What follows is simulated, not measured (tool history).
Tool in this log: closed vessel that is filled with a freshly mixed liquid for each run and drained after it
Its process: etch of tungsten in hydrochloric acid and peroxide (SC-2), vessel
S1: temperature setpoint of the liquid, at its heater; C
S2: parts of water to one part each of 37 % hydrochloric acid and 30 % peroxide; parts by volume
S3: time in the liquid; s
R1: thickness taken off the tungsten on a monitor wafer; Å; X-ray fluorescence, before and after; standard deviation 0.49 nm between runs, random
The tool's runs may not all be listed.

| run | hour | S1 | S2 | S3 | R1 |
|---|---|---|---|---|---|
| 1 | 0 | 54 | 11 | 395 | 524.74 |
| 2 | 7.8 | 54 | 11 | 395 | 524.67 |
| 3 | 9 | 54 | 11 | 395 | 523.66 |
| 4 | 15.9 | 57.5 | 11 | 395 | 657.72 |
| 5 | 19.5 | 58.5 | 11 | 395 | 698.6 |
| 6 | 28.5 | 59 | 11 | 395 | 729.3 |

Run 7 comes next. What will it give?
| 7 | 32.4 | 59.5 | 11 | 395 | ? |

Run 7 measured R1 745.06 Å.

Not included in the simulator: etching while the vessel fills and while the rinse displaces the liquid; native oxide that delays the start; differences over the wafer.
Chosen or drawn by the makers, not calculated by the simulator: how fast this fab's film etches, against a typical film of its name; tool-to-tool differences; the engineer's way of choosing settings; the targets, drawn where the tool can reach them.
